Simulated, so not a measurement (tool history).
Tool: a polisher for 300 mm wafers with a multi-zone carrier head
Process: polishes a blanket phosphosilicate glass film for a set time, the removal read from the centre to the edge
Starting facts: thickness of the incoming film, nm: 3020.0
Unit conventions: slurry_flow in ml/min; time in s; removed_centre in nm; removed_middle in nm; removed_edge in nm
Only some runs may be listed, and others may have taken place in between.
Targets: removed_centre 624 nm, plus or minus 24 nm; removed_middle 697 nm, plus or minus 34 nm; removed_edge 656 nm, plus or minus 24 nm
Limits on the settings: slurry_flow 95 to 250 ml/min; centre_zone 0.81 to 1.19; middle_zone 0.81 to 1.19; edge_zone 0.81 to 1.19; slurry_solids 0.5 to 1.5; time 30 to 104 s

{"run": 1, "hour": 0.0, "slurry_flow": 160, "centre_zone": 1, "middle_zone": 1, "edge_zone": 1, "slurry_solids": 1, "time": 67, "removed_centre": 521.88, "removed_middle": 512.67, "removed_edge": 524.66}
{"run": 2, "hour": 2.4, "slurry_flow": 170, "centre_zone": 1, "middle_zone": 1.03, "edge_zone": 1.03, "slurry_solids": 1.05, "time": 67, "removed_centre": 542.34, "removed_middle": 545.24, "removed_edge": 534.98}
{"run": 3, "hour": 10.0, "slurry_flow": 170, "centre_zone": 0.98, "middle_zone": 1.04, "edge_zone": 1.04, "slurry_solids": 1.15, "time": 68, "removed_centre": 550.74, "removed_middle": 573.52, "removed_edge": 563.87}
{"run": 4, "hour": 15.5, "slurry_flow": 200, "centre_zone": 0.98, "middle_zone": 1.04, "edge_zone": 1.04, "slurry_solids": 1.15, "time": 68, "removed_centre": 563.87, "removed_middle": 591.68, "removed_edge": 570.7}
{"run": 5, "hour": 21.4, "slurry_flow": 200, "centre_zone": 0.97, "middle_zone": 1.05, "edge_zone": 1.05, "slurry_solids": 1.2, "time": 68, "removed_centre": 571.34, "removed_middle": 614.06, "removed_edge": 588.13}
{"run": 6, "hour": 29.7, "slurry_flow": 200, "centre_zone": 0.97, "middle_zone": 0.97, "edge_zone": 1.05, "slurry_solids": 1.2, "time": 68, "removed_centre": 568.91, "removed_middle": 563.16, "removed_edge": 599.59}
{"run": 7, "hour": 35.4, "slurry_flow": 200, "centre_zone": 0.97, "middle_zone": 0.99, "edge_zone": 1.06, "slurry_solids": 1.25, "time": 68, "removed_centre": 571.6, "removed_middle": 591.74, "removed_edge": 597.13}
{"run": 8, "hour": 41.7, "slurry_flow": 200, "centre_zone": 0.97, "middle_zone": 1, "edge_zone": 1.07, "slurry_solids": 1.3, "time": 68, "removed_centre": 574.86, "removed_middle": 585.64, "removed_edge": 610.25}
{"run": 9, "hour": 43.2, "slurry_flow": 205, "centre_zone": 0.97, "middle_zone": 1.02, "edge_zone": 1.07, "slurry_solids": 1.35, "time": 68, "removed_centre": 600.76, "removed_middle": 606.7, "removed_edge": 616.13}
{"run": 10, "hour": 44.2, "slurry_flow": 210, "centre_zone": 0.96, "middle_zone": 1.04, "edge_zone": 1.08, "slurry_solids": 1.4, "time": 68, "removed_centre": 603.37, "removed_middle": 628.97, "removed_edge": 627.26}
{"run": 11, "hour": 52.2, "slurry_flow": 215, "centre_zone": 0.95, "middle_zone": 1.05, "edge_zone": 1.08, "slurry_solids": 1.4, "time": 68, "removed_centre": 590.94, "removed_middle": 636.87, "removed_edge": 631.08}

5 next moves are on the table. One of them brings every result within its allowed miss. Which?
{"run": "A", "hour": 60.2, "slurry_flow": 160, "centre_zone": 0.93, "middle_zone": 0.84, "edge_zone": 1.18, "slurry_solids": 1.5, "time": 70, "removed_centre": "?", "removed_middle": "?", "removed_edge": "?"}
{"run": "B", "hour": 60.2, "slurry_flow": 235, "centre_zone": 0.92, "middle_zone": 1.04, "edge_zone": 0.96, "slurry_solids": 1.35, "time": 75, "removed_centre": "?", "removed_middle": "?", "removed_edge": "?"}
{"run": "C", "hour": 60.2, "slurry_flow": 215, "centre_zone": 0.93, "middle_zone": 0.89, "edge_zone": 1.19, "slurry_solids": 1.4, "time": 65, "removed_centre": "?", "removed_middle": "?", "removed_edge": "?"}
{"run": "D", "hour": 60.2, "slurry_flow": 200, "centre_zone": 0.96, "middle_zone": 0.85, "edge_zone": 1.17, "slurry_solids": 1.5, "time": 67, "removed_centre": "?", "removed_middle": "?", "removed_edge": "?"}
{"run": "E", "hour": 60.2, "slurry_flow": 205, "centre_zone": 0.84, "middle_zone": 1.07, "edge_zone": 1.14, "slurry_solids": 1.4, "time": 73, "removed_centre": "?", "removed_middle": "?", "removed_edge": "?"}

move=A removed_centre=582.45 removed_middle=530.48 removed_edge=654.76
move=B removed_centre=628.72 removed_middle=687.46 removed_edge=651.29
move=C removed_centre=550.85 removed_middle=523.77 removed_edge=612.05
move=D removed_centre=593.73 removed_middle=526.99 removed_edge=637.44
move=E removed_centre=555.6 removed_middle=683.4 removed_edge=672.34
A: the biggest miss grows against the last run
B: every result lands within tolerance
C: the biggest miss grows against the last run
D: the biggest miss grows against the last run
E: brings the result that was furthest off to its target, and leaves another outside
Correct choice: B, which meets every target
